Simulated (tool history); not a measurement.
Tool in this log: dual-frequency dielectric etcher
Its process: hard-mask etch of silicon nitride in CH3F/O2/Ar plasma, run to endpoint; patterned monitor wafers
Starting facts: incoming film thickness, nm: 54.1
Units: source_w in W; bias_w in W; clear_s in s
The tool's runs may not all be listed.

| run | day | source_w | bias_w | clear_s |
|---|---|---|---|---|
| 1 | 0 | 470 | 86 | 65.524 |
| 2 | 0.267 | 500 | 89 | 63.281 |
| 3 | 0.412 | 530 | 92 | 61.756 |
| 4 | 0.612 | 550 | 96 | 59.908 |
| 5 | 0.638 | 570 | 99 | 58.809 |
| 6 | 0.971 | 590 | 101 | 57.082 |
| 7 | 1.208 | 600 | 102 | 57.23 |
| 8 | 1.533 | 610 | 104 | 55.992 |

What does the tool deliver on the next run?
| 9 | 1.596 | 620 | 105 | ? |

{"run 9": {"clear_s": 55.469}}
